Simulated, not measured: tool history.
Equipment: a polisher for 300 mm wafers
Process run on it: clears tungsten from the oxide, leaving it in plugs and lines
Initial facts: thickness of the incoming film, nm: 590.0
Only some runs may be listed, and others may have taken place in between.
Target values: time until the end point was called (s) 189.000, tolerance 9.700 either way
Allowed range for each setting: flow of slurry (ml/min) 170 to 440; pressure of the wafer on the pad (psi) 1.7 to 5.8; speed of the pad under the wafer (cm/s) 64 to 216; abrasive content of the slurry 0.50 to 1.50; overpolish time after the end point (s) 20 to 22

run  hour  flow of slurry (ml/min)  pressure of the wafer on the pad (psi)  speed of the pad under the wafer (cm/s)  abrasive content of the slurry  overpolish time after the end point (s)  time until the end point was called (s)
  1   0.0                      280                                     3.7                                      140                            1.00                                       20                                  112.730
  2   0.8                      280                                     3.7                                      140                            1.00                                       20                                  113.980
  3   3.0                      320                                     3.7                                      140                            1.00                                       20                                  116.210
  4   8.1                      320                                     4.5                                      140                            1.00                                       20                                   90.879
  5  12.0                      320                                     4.3                                      140                            1.00                                       20                                   96.526
  6  21.0                      280                                     4.3                                      140                            1.00                                       20                                   98.580
  7  28.3                      280                                     4.1                                      140                            1.00                                       20                                  105.200
  8  33.2                      280                                     3.1                                      132                            1.00                                       20                                  144.400
  9  35.5                      280                                     3.0                                      132                            1.00                                       20                                  145.250
 10  44.5                      280                                     2.9                                      132                            1.00                                       20                                  148.520
 11  49.4                      280                                     2.8                                      132                            1.00                                       20                                  157.210
 12  51.6                      280                                     2.8                                      132                            1.00                                       20                                  158.790
 13  58.5                      280                                     2.1                                      130                            1.00                                       20                                  211.800
 14  60.5                      280                                     2.5                                      130                            1.00                                       20                                  173.100

Consider the 4 candidate settings below. Which is the only one whose results all fall within their allowed miss of target?
  A  62.5                      330                                     3.1                                      122                            1.05                                       22                                        ?
  B  62.5                      270                                     2.8                                      126                            1.05                                       22                                        ?
  C  62.5                      295                                     2.6                                      140                            1.05                                       20                                        ?
  D  62.5                      190                                     2.8                                      116                            0.75                                       22                                        ?

move  time until the end point was called (s)
   A                                  148.160
   B                                  161.940
   C                                  158.460
   D                                  190.070
A: the biggest miss grows against the last run
B: the biggest miss grows against the last run
C: the biggest miss grows against the last run
D: all results in spec
Move D is the one to make.
